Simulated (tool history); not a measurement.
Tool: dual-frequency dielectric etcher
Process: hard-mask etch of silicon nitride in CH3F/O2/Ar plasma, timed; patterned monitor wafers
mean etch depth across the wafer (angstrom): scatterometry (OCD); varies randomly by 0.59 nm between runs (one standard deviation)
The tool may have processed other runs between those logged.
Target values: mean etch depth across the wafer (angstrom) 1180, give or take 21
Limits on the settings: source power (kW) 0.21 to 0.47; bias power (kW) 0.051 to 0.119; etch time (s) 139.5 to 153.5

run,hour,source power (kW),bias power (kW),etch time (s),mean etch depth across the wafer (angstrom)
1,0,0.34,0.085,153.5,1077.8
2,7.8,0.36,0.085,153.5,1110
3,15.9,0.36,0.078,153.5,1061.1
4,20.1,0.36,0.068,153.5,1005.1
5,21.4,0.36,0.054,153.5,920.28
6,28.2,0.39,0.062,153.5,994.21
7,30.1,0.41,0.068,153.5,1056.9
8,30.9,0.43,0.071,153.5,1107.7
9,35.6,0.44,0.072,153.5,1121.9
10,39.7,0.45,0.073,153.5,1134.2
11,46.9,0.46,0.074,153.5,1147.8
12,48.9,0.46,0.075,153.5,1135.4

Next run, 4 choices. One meets every target within its allowed miss, the rest don't. Which?
A,50.9,0.47,0.087,152,?
B,50.9,0.44,0.096,150.5,?
C,50.9,0.46,0.075,151,?
D,50.9,0.46,0.088,147,?

move,mean etch depth across the wafer (angstrom)
A,1222.4
B,1230.9
C,1132.6
D,1178.4
A: the result that was furthest off in the last run now lies on the other side of its target
B: the result that was furthest off in the last run now lies on the other side of its target
C: lands further from the targets than the last run did
D: in spec on every target
D meets every target.

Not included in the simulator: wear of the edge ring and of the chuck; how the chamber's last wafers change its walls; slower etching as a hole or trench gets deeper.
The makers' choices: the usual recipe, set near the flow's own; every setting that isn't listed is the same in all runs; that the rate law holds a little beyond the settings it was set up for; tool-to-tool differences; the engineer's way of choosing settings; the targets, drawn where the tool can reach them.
